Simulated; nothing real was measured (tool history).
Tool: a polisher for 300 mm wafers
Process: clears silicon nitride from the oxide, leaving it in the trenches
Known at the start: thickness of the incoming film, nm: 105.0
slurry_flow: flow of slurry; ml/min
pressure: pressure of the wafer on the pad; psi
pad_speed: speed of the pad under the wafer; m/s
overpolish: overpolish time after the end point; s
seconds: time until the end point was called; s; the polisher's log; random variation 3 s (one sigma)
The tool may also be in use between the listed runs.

run  hour  slurry_flow  pressure  pad_speed  overpolish  seconds
  1   0.0          165       3.2       0.96          36  101.260
  2   7.9          165       2.8       0.94          36  118.230
  3  12.4          165       3.5       0.94          36   94.014
  4  16.7          165       3.5       0.84          36  104.080
  5  19.2          165       3.5       0.84          36  101.330
  6  22.6          165       3.5       0.84          39  103.870
  7  27.7          165       3.1       0.82          39  118.660
  8  33.5          165       2.8       0.80          39  131.040
  9  37.5          165       2.6       0.78          39  147.660
 10  39.7          165       2.5       0.78          39  153.630
 11  41.9          165       2.5       0.78          39  149.440

The next listed run, before its measurement:
 12  46.3          165       2.4       0.78          39        ?

Run 12 gave seconds 164.060 s.
